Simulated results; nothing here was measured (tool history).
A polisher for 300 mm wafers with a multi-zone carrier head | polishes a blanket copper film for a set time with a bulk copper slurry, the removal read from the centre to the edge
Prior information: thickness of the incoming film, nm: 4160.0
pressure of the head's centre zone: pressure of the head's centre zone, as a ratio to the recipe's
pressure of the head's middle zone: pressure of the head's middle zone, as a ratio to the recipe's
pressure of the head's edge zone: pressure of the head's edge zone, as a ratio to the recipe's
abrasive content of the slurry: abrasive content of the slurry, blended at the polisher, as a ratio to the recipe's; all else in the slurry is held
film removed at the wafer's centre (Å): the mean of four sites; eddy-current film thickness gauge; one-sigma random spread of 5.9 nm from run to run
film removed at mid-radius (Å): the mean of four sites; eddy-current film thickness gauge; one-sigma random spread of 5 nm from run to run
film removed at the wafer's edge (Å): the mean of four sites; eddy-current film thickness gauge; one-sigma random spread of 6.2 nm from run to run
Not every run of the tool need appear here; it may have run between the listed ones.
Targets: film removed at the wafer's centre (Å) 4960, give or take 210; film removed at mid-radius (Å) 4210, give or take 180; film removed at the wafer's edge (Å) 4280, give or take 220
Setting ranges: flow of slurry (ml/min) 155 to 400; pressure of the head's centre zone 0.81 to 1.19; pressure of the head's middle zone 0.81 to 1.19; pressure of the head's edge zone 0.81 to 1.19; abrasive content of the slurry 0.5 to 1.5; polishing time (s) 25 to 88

run	hour	flow of slurry (ml/min)	pressure of the head's centre zone	pressure of the head's middle zone	pressure of the head's edge zone	abrasive content of the slurry	polishing time (s)	film removed at the wafer's centre (Å)	film removed at mid-radius (Å)	film removed at the wafer's edge (Å)
1	0	255	1	1	1	1	56	6108.2	5888.5	6083.6
2	3.6	255	1.02	0.99	0.97	0.9	53	5768.7	5490.1	5525.5
3	10.1	255	1.03	0.96	0.95	0.8	51	5356.6	5046.6	5117.3
4	15.1	255	1.03	0.96	0.95	0.8	63	6674.5	6276.8	6306.7
5	22.6	255	1.05	0.94	0.93	0.75	60	6488.2	5639.8	5943.7
6	23.2	255	1.05	0.94	0.93	0.75	71	7483.1	6749.5	6892.7
7	24.7	255	1.06	0.94	0.91	0.7	65	6783.9	6089.9	6318.3
8	25.7	265	1.09	0.95	0.89	0.65	59	6288.9	5556.8	5462.4
9	28.3	265	1.07	0.86	0.86	0.5	46	4553.5	3872.5	4105

Which one of the following 5 next-run settings gets every result inside its allowed miss? There is exactly one.
A	30.9	250	0.85	0.81	0.97	0.5	52	?	?	?
B	30.9	250	1.13	0.81	0.91	0.55	46	?	?	?
C	30.9	230	1.05	0.84	0.81	0.65	49	?	?	?
D	30.9	260	1.13	0.83	0.9	0.6	46	?	?	?
E	30.9	340	1.18	0.86	0.83	0.5	48	?	?	?

move	film removed at the wafer's centre (Å)	film removed at mid-radius (Å)	film removed at the wafer's edge (Å)
A	4354.9	4205.4	4696.1
B	4939.8	3773.1	4093.8
C	5033.2	4181.3	4222.6
D	5036	3899.3	4144.7
E	5447.7	4139.9	4128.6
A: the biggest miss grows against the last run
B: meets the target for the result that was furthest off, but another lies outside its allowed miss
C: hits every target within its allowed miss
D: meets the target for the result that was furthest off, but another lies outside its allowed miss
E: pushes the last run's worst result past its target
The move that meets every target is C.
